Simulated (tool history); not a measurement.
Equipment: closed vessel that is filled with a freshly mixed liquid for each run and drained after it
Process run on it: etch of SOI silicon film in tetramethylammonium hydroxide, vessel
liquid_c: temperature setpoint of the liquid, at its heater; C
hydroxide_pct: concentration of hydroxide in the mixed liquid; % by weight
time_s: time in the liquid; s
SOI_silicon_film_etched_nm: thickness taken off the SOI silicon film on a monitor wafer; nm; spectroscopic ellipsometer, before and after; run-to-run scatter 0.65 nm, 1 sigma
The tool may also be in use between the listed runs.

Run 1, hour 0: liquid_c 67 C, hydroxide_pct 8.5 % by weight, time_s 30 s. Result: SOI_silicon_film_etched_nm 216.82 nm.
Run 2, hour 7.7: liquid_c 72 C, hydroxide_pct 8.5 % by weight, time_s 30 s. Result: SOI_silicon_film_etched_nm 290.77 nm.
Run 3, hour 16.1: liquid_c 72 C, hydroxide_pct 7.5 % by weight, time_s 30 s. Result: SOI_silicon_film_etched_nm 302.14 nm.
Run 4, hour 17: liquid_c 72 C, hydroxide_pct 9 % by weight, time_s 30 s. Result: SOI_silicon_film_etched_nm 286.35 nm.
Run 5, hour 18.2: liquid_c 69 C, hydroxide_pct 9 % by weight, time_s 30 s. Result: SOI_silicon_film_etched_nm 239.95 nm.
Run 6, hour 20.6: liquid_c 69 C, hydroxide_pct 9 % by weight, time_s 30 s. Result: SOI_silicon_film_etched_nm 239.35 nm.
Run 7, hour 22.8: liquid_c 67 C, hydroxide_pct 9 % by weight, time_s 30 s. Result: SOI_silicon_film_etched_nm 212.66 nm.

Forecast run 8:
Run 8, hour 28.6: liquid_c 65.5 C, hydroxide_pct 9 % by weight, time_s 30 s. Result: SOI_silicon_film_etched_nm ?.

Run 8 measured SOI_silicon_film_etched_nm 194.21 nm.
